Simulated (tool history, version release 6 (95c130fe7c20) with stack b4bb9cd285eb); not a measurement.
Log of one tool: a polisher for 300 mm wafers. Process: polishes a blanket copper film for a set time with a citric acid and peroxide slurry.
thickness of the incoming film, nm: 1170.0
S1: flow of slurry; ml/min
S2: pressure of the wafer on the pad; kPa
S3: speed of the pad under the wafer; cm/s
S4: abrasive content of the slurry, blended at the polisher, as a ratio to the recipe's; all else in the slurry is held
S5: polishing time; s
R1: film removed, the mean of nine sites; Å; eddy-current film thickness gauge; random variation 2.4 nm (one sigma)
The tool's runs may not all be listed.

Run 1, hour 0.0: S1 285 ml/min, S2 16.5 kPa, S3 96 cm/s, S4 1.0, S5 57 s. Result: R1 1106.7 Å.
Run 2, hour 6.5: S1 330 ml/min, S2 16.5 kPa, S3 96 cm/s, S4 1.0, S5 57 s. Result: R1 1092.4 Å.
Run 3, hour 12.0: S1 330 ml/min, S2 16.5 kPa, S3 96 cm/s, S4 1.0, S5 57 s. Result: R1 1097.1 Å.
Run 4, hour 19.6: S1 330 ml/min, S2 14.5 kPa, S3 96 cm/s, S4 1.0, S5 57 s. Result: R1 1013.7 Å.
Run 5, hour 24.4: S1 330 ml/min, S2 17.2 kPa, S3 104 cm/s, S4 1.0, S5 57 s. Result: R1 1255.4 Å.
Run 6, hour 32.7: S1 330 ml/min, S2 19.3 kPa, S3 106 cm/s, S4 1.0, S5 57 s. Result: R1 1358.0 Å.

The next listed run, before its measurement:
Run 7, hour 35.9: S1 330 ml/min, S2 20.7 kPa, S3 112 cm/s, S4 1.0, S5 57 s. Result: R1 ?.

R1: 1517.2 Å

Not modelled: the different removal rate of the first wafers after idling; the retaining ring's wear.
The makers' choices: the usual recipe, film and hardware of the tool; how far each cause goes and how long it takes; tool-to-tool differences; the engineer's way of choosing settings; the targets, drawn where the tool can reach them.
